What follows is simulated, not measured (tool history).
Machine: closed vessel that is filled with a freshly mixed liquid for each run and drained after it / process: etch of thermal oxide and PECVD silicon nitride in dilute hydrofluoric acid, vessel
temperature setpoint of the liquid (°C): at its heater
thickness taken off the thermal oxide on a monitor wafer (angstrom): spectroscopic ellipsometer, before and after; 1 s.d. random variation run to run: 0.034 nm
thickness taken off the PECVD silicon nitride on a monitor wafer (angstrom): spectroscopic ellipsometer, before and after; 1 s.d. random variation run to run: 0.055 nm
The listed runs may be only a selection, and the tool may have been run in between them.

run,hour,temperature setpoint of the liquid (°C),parts of water to one part of 49 % hydrofluoric acid (parts by volume),time in the liquid (s),thickness taken off the thermal oxide on a monitor wafer (angstrom),thickness taken off the PECVD silicon nitride on a monitor wafer (angstrom)
1,0.0,23.0,75,155,89.747,115.17
2,6.8,25.0,75,155,97.330,129.56
3,9.0,25.0,75,215,134.210,184.00
4,11.1,25.0,95,215,103.090,145.44
5,18.2,27.5,95,215,112.650,171.79
6,26.8,25.0,105,215,92.582,131.41

Forecast run 7:
7,28.3,23.5,115,215,?,?

thickness taken off the thermal oxide on a monitor wafer (angstrom): 78.493
thickness taken off the PECVD silicon nitride on a monitor wafer (angstrom): 107.15

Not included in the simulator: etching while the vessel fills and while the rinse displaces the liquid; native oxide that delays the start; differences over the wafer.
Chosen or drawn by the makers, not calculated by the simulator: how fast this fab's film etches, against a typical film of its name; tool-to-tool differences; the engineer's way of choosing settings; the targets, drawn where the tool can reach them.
